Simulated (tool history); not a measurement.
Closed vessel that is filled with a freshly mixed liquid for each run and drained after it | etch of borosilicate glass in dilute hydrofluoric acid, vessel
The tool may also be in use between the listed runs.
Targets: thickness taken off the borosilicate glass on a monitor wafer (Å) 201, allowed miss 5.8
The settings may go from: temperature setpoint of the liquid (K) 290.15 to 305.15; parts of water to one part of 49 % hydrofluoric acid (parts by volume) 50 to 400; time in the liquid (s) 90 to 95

run,hour,temperature setpoint of the liquid (K),parts of water to one part of 49 % hydrofluoric acid (parts by volume),time in the liquid (s),thickness taken off the borosilicate glass on a monitor wafer (Å)
1,0,297.15,225,90,144.49
2,7.4,299.15,220,90,160.09
3,11.1,299.15,285,90,115.11
4,16.1,296.15,285,90,102.74
5,19.5,296.15,250,90,121.86
6,26.7,296.15,250,95,129.37
7,27.7,298.65,245,95,142.82
8,29.3,300.15,235,95,161.94
9,29.8,301.15,230,95,168.99
10,31.6,302.15,225,95,181.27
11,34.6,302.65,225,95,183.66
12,36.5,303.15,225,95,187.28
13,42.4,303.65,225,95,191.41
14,47.4,304.15,225,95,195.16

Which of these 5 next moves meets every target?
A,52.4,303.65,230,95,?
B,52.4,305.15,230,90,?
C,52.4,301.65,210,90,?
D,52.4,305.15,225,90,?
E,52.4,303.15,205,90,?

move,thickness taken off the borosilicate glass on a monitor wafer (Å)
A,184.48
B,183.72
C,183.03
D,188.97
E,198.68
A: further off than the last run
B: further off than the last run
C: further off than the last run
D: further off than the last run
E: meets every target
Move E is the one to make.
